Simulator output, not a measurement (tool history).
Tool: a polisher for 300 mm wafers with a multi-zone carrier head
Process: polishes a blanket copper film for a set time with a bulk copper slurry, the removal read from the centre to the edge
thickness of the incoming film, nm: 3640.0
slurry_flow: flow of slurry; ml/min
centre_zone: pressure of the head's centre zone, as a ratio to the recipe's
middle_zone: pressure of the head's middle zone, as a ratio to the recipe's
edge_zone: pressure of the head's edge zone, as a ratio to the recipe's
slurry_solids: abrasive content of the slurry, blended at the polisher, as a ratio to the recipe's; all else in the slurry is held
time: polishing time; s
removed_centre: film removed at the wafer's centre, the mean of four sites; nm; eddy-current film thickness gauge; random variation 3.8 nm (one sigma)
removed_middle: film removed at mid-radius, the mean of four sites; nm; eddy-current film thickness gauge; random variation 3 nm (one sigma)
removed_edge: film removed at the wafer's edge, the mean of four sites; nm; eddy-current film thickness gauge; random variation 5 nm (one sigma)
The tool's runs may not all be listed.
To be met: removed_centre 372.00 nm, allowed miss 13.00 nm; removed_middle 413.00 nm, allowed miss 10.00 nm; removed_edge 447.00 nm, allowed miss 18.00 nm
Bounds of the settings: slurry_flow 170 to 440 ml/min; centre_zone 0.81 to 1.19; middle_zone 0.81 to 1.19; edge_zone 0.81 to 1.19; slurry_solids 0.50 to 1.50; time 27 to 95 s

| run | hour | slurry_flow | centre_zone | middle_zone | edge_zone | slurry_solids | time | removed_centre | removed_middle | removed_edge |
|---|---|---|---|---|---|---|---|---|---|---|
| 1 | 0.0 | 280 | 1.00 | 1.00 | 1.00 | 1.00 | 61 | 720.97 | 720.55 | 718.27 |
| 2 | 3.7 | 280 | 0.94 | 1.00 | 1.00 | 1.00 | 61 | 679.41 | 721.02 | 714.90 |
| 3 | 8.6 | 280 | 1.00 | 1.00 | 1.00 | 1.00 | 61 | 715.86 | 724.53 | 735.35 |
| 4 | 10.8 | 265 | 0.96 | 0.98 | 1.02 | 0.90 | 56 | 608.33 | 636.32 | 661.15 |
| 5 | 16.4 | 265 | 0.96 | 0.98 | 1.09 | 0.90 | 56 | 611.07 | 639.14 | 669.54 |
| 6 | 24.0 | 270 | 0.94 | 0.97 | 1.06 | 0.80 | 52 | 546.30 | 573.34 | 593.60 |
| 7 | 29.1 | 260 | 0.91 | 0.95 | 1.05 | 0.75 | 50 | 493.83 | 528.42 | 559.76 |
| 8 | 31.2 | 255 | 0.89 | 0.93 | 1.02 | 0.70 | 49 | 470.73 | 499.14 | 524.31 |
| 9 | 39.6 | 245 | 0.87 | 0.92 | 1.02 | 0.65 | 48 | 441.54 | 477.74 | 514.63 |
| 10 | 45.2 | 240 | 0.86 | 0.91 | 1.00 | 0.60 | 47 | 411.12 | 454.68 | 500.23 |
| 11 | 52.3 | 260 | 0.85 | 0.90 | 0.98 | 0.60 | 46 | 402.38 | 442.66 | 476.66 |

4 next moves are on the table. One of them brings every result within its allowed miss. Which?
| A | 59.4 | 230 | 0.85 | 0.92 | 1.03 | 0.70 | 41 | ? | ? | ? |
| B | 59.4 | 195 | 0.88 | 0.81 | 1.05 | 0.60 | 46 | ? | ? | ? |
| C | 59.4 | 190 | 0.89 | 0.81 | 1.19 | 0.60 | 46 | ? | ? | ? |
| D | 59.4 | 190 | 0.90 | 0.91 | 1.00 | 0.50 | 46 | ? | ? | ? |

| move | removed_centre | removed_middle | removed_edge |
|---|---|---|---|
| A | 371.00 | 409.91 | 433.96 |
| B | 404.18 | 389.73 | 465.18 |
| C | 406.67 | 387.84 | 485.02 |
| D | 395.46 | 410.18 | 437.50 |
A: meets every target
B: takes the result that was furthest off past its target
C: takes the result that was furthest off past its target
D: brings the result that was furthest off to its target, and leaves another outside
Move A is the one to make.
